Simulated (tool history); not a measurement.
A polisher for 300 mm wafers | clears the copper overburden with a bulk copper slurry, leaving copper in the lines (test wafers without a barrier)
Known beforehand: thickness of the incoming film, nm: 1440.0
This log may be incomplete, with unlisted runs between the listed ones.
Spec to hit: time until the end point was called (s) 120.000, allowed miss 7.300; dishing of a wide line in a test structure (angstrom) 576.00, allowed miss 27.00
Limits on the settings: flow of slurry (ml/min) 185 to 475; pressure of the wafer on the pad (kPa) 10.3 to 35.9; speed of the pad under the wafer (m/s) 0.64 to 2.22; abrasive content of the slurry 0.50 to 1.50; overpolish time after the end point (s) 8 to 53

run  hour  flow of slurry (ml/min)  pressure of the wafer on the pad (kPa)  speed of the pad under the wafer (m/s)  abrasive content of the slurry  overpolish time after the end point (s)  time until the end point was called (s)  dishing of a wide line in a test structure (angstrom)
  1   0.0                      305                                    22.8                                    1.42                            1.00                                       27                                   86.622                                                1031.10
  2   1.9                      310                                    18.6                                    1.48                            1.05                                       21                                   99.284                                                 931.05
  3   7.9                      310                                    18.6                                    1.48                            1.05                                       14                                   97.056                                                 789.79
  4  13.5                      270                                    15.9                                    1.60                            0.85                                       12                                  116.230                                                 678.10
  5  21.1                      270                                    15.9                                    1.60                            0.85                                        8                                  116.460                                                 509.75
  6  27.3                      270                                    15.9                                    1.82                            0.85                                        8                                  103.890                                                 556.82
  7  33.9                      265                                    15.2                                    1.80                            0.85                                        9                                  108.080                                                 581.08
  8  39.8                      265                                    14.5                                    1.80                            0.85                                        9                                  111.120                                                 568.91
  9  40.4                      265                                    13.8                                    1.80                            0.85                                        9                                  116.620                                                 546.08
 10  42.0                      265                                    13.8                                    1.78                            0.85                                        9                                  121.030                                                 532.45

5 candidate next runs follow, results not yet known. Just one meets every target within its allowed miss. Identify it.
  A  43.6                      370                                    16.5                                    1.68                            0.55                                        8                                        ?                                                      ?
  B  43.6                      275                                    12.4                                    1.96                            0.80                                        8                                        ?                                                      ?
  C  43.6                      335                                    13.1                                    1.76                            0.95                                       10                                        ?                                                      ?
  D  43.6                      280                                    14.5                                    1.72                            0.80                                        8                                        ?                                                      ?
  E  43.6                      250                                    13.1                                    1.88                            0.80                                        8                                        ?                                                      ?

move  time until the end point was called (s)  dishing of a wide line in a test structure (angstrom)
   A                                  116.120                                                 500.33
   B                                  121.510                                                 471.63
   C                                  120.110                                                 551.35
   D                                  119.010                                                 485.88
   E                                  121.580                                                 474.12
A: further off than the last run
B: further off than the last run
C: all results in spec
D: further off than the last run
E: further off than the last run
Correct choice: C, which meets every target
